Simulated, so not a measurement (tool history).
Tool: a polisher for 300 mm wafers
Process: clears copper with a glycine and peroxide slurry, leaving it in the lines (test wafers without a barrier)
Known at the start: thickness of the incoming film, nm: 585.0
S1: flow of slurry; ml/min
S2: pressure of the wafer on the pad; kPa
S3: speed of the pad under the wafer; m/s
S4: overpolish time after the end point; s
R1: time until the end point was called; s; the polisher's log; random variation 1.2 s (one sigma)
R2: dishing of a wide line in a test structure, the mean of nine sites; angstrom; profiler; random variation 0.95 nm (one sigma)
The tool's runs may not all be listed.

run	hour	S1	S2	S3	S4	R1	R2
1	0.0	310	24.1	0.86	18	121.29	548.96
2	4.4	310	24.1	0.86	15	120.16	469.62
3	6.0	340	24.1	0.86	15	117.09	480.63
4	9.3	290	24.1	0.86	15	119.36	481.18
5	17.9	290	25.5	0.86	14	114.35	493.40
6	24.6	355	25.5	0.86	14	114.41	491.00

Forecast run 7:
7	30.4	355	26.2	0.86	13	?	?

R1: 108.64 s
R2: 468.57 angstrom

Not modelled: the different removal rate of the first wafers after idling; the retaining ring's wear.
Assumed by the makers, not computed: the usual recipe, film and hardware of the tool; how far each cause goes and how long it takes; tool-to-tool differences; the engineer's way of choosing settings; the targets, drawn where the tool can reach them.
